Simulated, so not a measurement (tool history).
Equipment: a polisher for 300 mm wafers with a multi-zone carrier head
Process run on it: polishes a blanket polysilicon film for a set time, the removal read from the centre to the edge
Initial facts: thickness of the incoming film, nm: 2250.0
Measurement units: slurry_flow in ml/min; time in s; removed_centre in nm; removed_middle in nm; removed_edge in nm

run	hour	slurry_flow	centre_zone	middle_zone	edge_zone	time	removed_centre	removed_middle	removed_edge
1	0.0	195	1.00	1.00	1.00	56	892.06	913.86	875.49
2	4.7	240	1.00	1.00	1.00	56	921.11	928.98	879.60
3	8.2	240	1.00	1.00	1.00	66	1078.50	1123.00	1026.60
4	16.0	240	0.92	1.00	1.00	66	1002.80	1113.00	1049.80
5	20.2	250	0.94	1.02	0.96	57	892.11	976.08	881.75
6	26.5	250	0.94	0.96	0.96	57	879.91	939.47	888.74
7	33.6	255	0.95	0.98	0.93	50	775.09	840.31	760.38
8	36.5	260	0.96	0.98	0.91	45	707.31	756.16	695.02
9	41.2	265	0.98	1.00	0.89	42	673.23	718.52	629.02
10	49.4	260	0.99	1.00	0.87	40	647.80	674.99	599.09
11	51.5	250	0.99	1.02	0.86	39	640.39	670.09	580.21
12	57.2	245	0.99	1.03	0.85	38	621.26	658.39	563.34
13	62.9	240	0.99	1.04	0.84	37	596.15	636.68	540.41
14	65.6	235	0.99	1.04	0.83	37	592.72	637.54	529.78
15	70.4	230	0.99	1.04	0.83	37	597.27	639.29	528.68
16	74.3	225	0.99	1.03	0.83	37	589.29	625.18	537.43
17	74.8	225	0.99	1.04	0.83	37	589.26	644.50	535.12
18	77.9	225	0.99	1.04	0.83	37	586.91	631.08	528.81
19	80.2	220	0.99	1.04	0.83	37	598.38	636.79	530.03
20	87.5	215	0.99	1.04	0.83	37	599.31	624.77	529.44

Expected results for the next run?
21	92.8	210	0.99	1.04	0.83	37	?	?	?

{"run 21": {"removed_centre": 594.98, "removed_middle": 645.37, "removed_edge": 525.92}}
